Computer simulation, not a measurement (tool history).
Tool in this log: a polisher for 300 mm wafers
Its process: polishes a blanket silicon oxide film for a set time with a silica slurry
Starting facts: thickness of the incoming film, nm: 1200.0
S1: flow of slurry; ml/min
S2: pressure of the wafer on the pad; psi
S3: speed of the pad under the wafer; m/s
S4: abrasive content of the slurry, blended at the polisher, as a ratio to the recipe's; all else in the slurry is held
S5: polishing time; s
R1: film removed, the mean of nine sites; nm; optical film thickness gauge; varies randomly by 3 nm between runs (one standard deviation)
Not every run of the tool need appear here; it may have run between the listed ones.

run  hour   S1   S2    S3   S4   S5      R1
  1   0.0  310  5.2  1.08  1.0  102  367.53
  2   5.2  310  4.5  1.06  1.0  102  324.04
  3  12.8  310  4.5  1.06  1.0  107  343.15
  4  15.2  310  5.7  1.06  1.0  107  424.53
  5  19.8  310  5.7  1.22  1.0  107  443.42
     25.9  -- head pressure recalibrated
  6  25.9  310  5.7  1.22  1.1  107  445.05

The next listed run, before its measurement:
  7  27.9  310  4.7  1.16  1.1  106   ?

{"run 7": {"R1": 372.18}}
